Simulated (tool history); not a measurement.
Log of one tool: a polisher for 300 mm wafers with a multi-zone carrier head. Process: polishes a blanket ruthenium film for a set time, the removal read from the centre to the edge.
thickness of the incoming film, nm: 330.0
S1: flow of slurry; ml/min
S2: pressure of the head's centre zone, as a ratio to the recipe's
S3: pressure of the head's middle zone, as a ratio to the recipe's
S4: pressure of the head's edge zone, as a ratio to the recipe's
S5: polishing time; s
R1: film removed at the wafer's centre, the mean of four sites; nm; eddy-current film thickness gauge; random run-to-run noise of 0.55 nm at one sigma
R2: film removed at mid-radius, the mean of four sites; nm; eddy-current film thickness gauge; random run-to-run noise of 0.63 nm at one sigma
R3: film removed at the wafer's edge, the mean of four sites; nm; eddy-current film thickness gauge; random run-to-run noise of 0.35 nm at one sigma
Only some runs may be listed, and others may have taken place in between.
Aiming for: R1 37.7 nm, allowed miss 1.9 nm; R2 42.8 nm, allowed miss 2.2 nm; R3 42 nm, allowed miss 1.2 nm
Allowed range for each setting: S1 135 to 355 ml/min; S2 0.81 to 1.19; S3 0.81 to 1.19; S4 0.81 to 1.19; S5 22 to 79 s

run 1 hour=0 | S1=225 S2=1 S3=1 S4=1 S5=50 | R1=60.644 R2=60.666 R3=62.255
run 2 hour=7.5 | S1=220 S2=0.98 S3=1 S4=0.98 S5=47 | R1=56.01 R2=56.357 R3=56.852
run 3 hour=9 | S1=220 S2=1.03 S3=1 S4=0.98 S5=47 | R1=58.283 R2=56.452 R3=57.093
run 4 hour=17 | S1=210 S2=0.99 S3=1 S4=0.97 S5=45 | R1=53.057 R2=55.081 R3=54.201
run 5 hour=25.6 | S1=205 S2=0.97 S3=0.98 S4=0.95 S5=43 | R1=50.373 R2=51.357 R3=50.687
run 6 hour=28.6 | S1=200 S2=0.94 S3=0.97 S4=0.95 S5=42 | R1=47.371 R2=48.514 R3=50.416
run 7 hour=34.5 | S1=195 S2=0.92 S3=0.97 S4=0.93 S5=41 | R1=43.285 R2=47.856 R3=48.398
run 8 hour=41.2 | S1=190 S2=0.92 S3=0.96 S4=0.91 S5=40 | R1=42.986 R2=45.767 R3=46.342
run 9 hour=43.1 | S1=185 S2=0.91 S3=0.96 S4=0.89 S5=40 | R1=42.561 R2=46.483 R3=45.576
run 10 hour=46.6 | S1=180 S2=0.9 S3=0.95 S4=0.88 S5=40 | R1=41.961 R2=44.877 R3=44.959
run 11 hour=49.2 | S1=175 S2=0.89 S3=0.95 S4=0.87 S5=40 | R1=41.282 R2=45.162 R3=44.855
run 12 hour=56.4 | S1=175 S2=0.88 S3=0.95 S4=0.86 S5=40 | R1=40.624 R2=44.868 R3=45.409
run 13 hour=57.2 | S1=170 S2=0.88 S3=0.95 S4=0.85 S5=40 | R1=41.56 R2=44.779 R3=45.012
run 14 hour=63.9 | S1=170 S2=0.87 S3=0.95 S4=0.85 S5=39 | R1=40.008 R2=43.471 R3=42.844

Which one of the following 4 next-run settings gets every result inside its allowed miss? There is exactly one.
run A hour=70.6 | S1=145 S2=0.85 S3=0.95 S4=0.81 S5=40 | R1=? R2=? R3=?
run B hour=70.6 | S1=155 S2=0.94 S3=0.95 S4=0.81 S5=40 | R1=? R2=? R3=?
run C hour=70.6 | S1=175 S2=1.03 S3=0.94 S4=0.82 S5=38 | R1=? R2=? R3=?
run D hour=70.6 | S1=185 S2=0.84 S3=1.04 S4=0.84 S5=39 | R1=? R2=? R3=?

move=A R1=37.254 R2=43.435 R3=42.254
move=B R1=41.963 R2=44.091 R3=42.723
move=C R1=44.962 R2=42.548 R3=41.536
move=D R1=38.033 R2=48.088 R3=43.308
A: hits every target within its allowed miss
B: further off than the last run
C: further off than the last run
D: the furthest-off result lands on target, but another misses its tolerance
Correct choice: A, which meets every target

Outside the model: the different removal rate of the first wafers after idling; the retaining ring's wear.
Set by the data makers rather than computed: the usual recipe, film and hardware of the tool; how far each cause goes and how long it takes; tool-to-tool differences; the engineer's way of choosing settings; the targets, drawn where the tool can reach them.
